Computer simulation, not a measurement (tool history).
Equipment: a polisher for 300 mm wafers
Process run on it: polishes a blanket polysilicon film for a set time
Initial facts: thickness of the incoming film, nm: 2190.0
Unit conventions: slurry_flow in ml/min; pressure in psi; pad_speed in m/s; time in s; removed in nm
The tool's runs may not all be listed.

{"run": 1, "hour": 0.0, "slurry_flow": 160, "pressure": 3.4, "pad_speed": 0.98, "time": 86, "removed": 686.38}
{"run": 2, "hour": 2.7, "slurry_flow": 165, "pressure": 3.5, "pad_speed": 0.98, "time": 86, "removed": 710.08}
{"run": 3, "hour": 5.0, "slurry_flow": 170, "pressure": 3.6, "pad_speed": 0.98, "time": 86, "removed": 714.0}
{"run": 4, "hour": 12.3, "slurry_flow": 195, "pressure": 3.6, "pad_speed": 0.98, "time": 86, "removed": 743.51}
{"run": 5, "hour": 19.6, "slurry_flow": 195, "pressure": 3.6, "pad_speed": 0.98, "time": 90, "removed": 764.13}
{"run": 6, "hour": 20.6, "slurry_flow": 195, "pressure": 3.7, "pad_speed": 0.98, "time": 90, "removed": 793.74}
{"run": 7, "hour": 24.2, "slurry_flow": 215, "pressure": 3.9, "pad_speed": 0.98, "time": 90, "removed": 826.9}

Run 8 has not been measured yet. What should we expect?
{"run": 8, "hour": 26.8, "slurry_flow": 215, "pressure": 3.9, "pad_speed": 0.98, "time": 90, "removed": "?"}

Run 8 yielded removed 821.84 nm.
